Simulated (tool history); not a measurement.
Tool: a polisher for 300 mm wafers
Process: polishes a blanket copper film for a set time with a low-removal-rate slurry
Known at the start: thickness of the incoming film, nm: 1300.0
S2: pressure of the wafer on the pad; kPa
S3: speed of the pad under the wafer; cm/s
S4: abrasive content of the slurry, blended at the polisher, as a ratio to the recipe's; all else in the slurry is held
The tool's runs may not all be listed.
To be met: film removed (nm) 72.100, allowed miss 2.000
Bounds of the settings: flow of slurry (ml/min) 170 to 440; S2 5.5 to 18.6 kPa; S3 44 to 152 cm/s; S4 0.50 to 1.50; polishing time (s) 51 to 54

run 1 hour=0.0 | flow_of_slurry_(ml/min)=280 S2=11.7 S3=98 S4=1.00 polishing_time_(s)=51 | film_removed_(nm)=80.581
run 2 hour=1.3 | flow_of_slurry_(ml/min)=280 S2=11.0 S3=98 S4=1.00 polishing_time_(s)=51 | film_removed_(nm)=76.067
run 3 hour=5.8 | flow_of_slurry_(ml/min)=280 S2=11.0 S3=76 S4=1.00 polishing_time_(s)=51 | film_removed_(nm)=59.294
run 4 hour=11.1 | flow_of_slurry_(ml/min)=280 S2=11.0 S3=56 S4=1.00 polishing_time_(s)=51 | film_removed_(nm)=45.097
run 5 hour=15.2 | flow_of_slurry_(ml/min)=285 S2=12.4 S3=56 S4=1.00 polishing_time_(s)=51 | film_removed_(nm)=49.616
run 6 hour=21.4 | flow_of_slurry_(ml/min)=285 S2=12.4 S3=56 S4=1.00 polishing_time_(s)=54 | film_removed_(nm)=53.388
run 7 hour=22.9 | flow_of_slurry_(ml/min)=285 S2=13.8 S3=56 S4=1.00 polishing_time_(s)=54 | film_removed_(nm)=58.673
run 8 hour=30.0 | flow_of_slurry_(ml/min)=285 S2=14.5 S3=56 S4=1.00 polishing_time_(s)=54 | film_removed_(nm)=61.900

4 next moves are on the table. One of them brings every result within its allowed miss. Which?
run A hour=37.1 | flow_of_slurry_(ml/min)=255 S2=15.2 S3=68 S4=1.05 polishing_time_(s)=54 | film_removed_(nm)=?
run B hour=37.1 | flow_of_slurry_(ml/min)=275 S2=15.2 S3=58 S4=1.05 polishing_time_(s)=54 | film_removed_(nm)=?
run C hour=37.1 | flow_of_slurry_(ml/min)=270 S2=15.9 S3=62 S4=0.95 polishing_time_(s)=53 | film_removed_(nm)=?
run D hour=37.1 | flow_of_slurry_(ml/min)=300 S2=13.8 S3=64 S4=0.90 polishing_time_(s)=54 | film_removed_(nm)=?

move=A film_removed_(nm)=77.993
move=B film_removed_(nm)=67.474
move=C film_removed_(nm)=72.057
move=D film_removed_(nm)=65.851
A: takes the result that was furthest off past its target
B: nearer than the last run, and not there yet
C: meets every target
D: nearer than the last run, and not there yet
The right move is C.
